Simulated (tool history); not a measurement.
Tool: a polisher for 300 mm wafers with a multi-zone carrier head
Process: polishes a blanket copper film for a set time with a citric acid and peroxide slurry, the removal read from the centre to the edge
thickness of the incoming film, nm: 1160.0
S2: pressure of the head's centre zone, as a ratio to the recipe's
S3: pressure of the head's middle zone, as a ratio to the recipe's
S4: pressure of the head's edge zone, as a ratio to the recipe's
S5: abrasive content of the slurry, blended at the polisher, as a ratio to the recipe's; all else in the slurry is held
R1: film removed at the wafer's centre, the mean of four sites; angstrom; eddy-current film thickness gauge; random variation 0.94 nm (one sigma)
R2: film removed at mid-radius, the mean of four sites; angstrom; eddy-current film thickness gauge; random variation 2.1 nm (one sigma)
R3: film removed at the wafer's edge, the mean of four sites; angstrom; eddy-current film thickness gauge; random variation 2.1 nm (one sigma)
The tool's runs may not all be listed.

run 1 hour=0.0 | flow_of_slurry_(ml/min)=225 S2=1.00 S3=1.00 S4=1.00 S5=1.00 polishing_time_(s)=38 | R1=1125.5 R2=1099.1 R3=1092.70
run 2 hour=5.7 | flow_of_slurry_(ml/min)=230 S2=1.01 S3=1.03 S4=1.05 S5=1.15 polishing_time_(s)=39 | R1=1180.1 R2=1145.8 R3=1150.30
run 3 hour=8.7 | flow_of_slurry_(ml/min)=230 S2=1.01 S3=1.03 S4=1.05 S5=1.35 polishing_time_(s)=39 | R1=1228.8 R2=1204.1 R3=1209.90
run 4 hour=15.1 | flow_of_slurry_(ml/min)=235 S2=1.01 S3=1.05 S4=1.07 S5=1.40 polishing_time_(s)=41 | R1=1284.9 R2=1285.4 R3=1256.00
run 5 hour=20.8 | flow_of_slurry_(ml/min)=285 S2=1.01 S3=1.05 S4=1.07 S5=1.40 polishing_time_(s)=41 | R1=1309.2 R2=1309.7 R3=1319.40
run 6 hour=22.2 | flow_of_slurry_(ml/min)=285 S2=1.01 S3=1.05 S4=1.07 S5=1.40 polishing_time_(s)=32 | R1=1035.5 R2=1034.0 R3=987.33

Forecast run 7:
run 7 hour=30.0 | flow_of_slurry_(ml/min)=270 S2=1.05 S3=1.15 S4=1.15 S5=1.50 polishing_time_(s)=42 | R1=? R2=? R3=?

Run 7 gave R1 1395.6 angstrom, R2 1425.0 angstrom, R3 1323.90 angstrom.
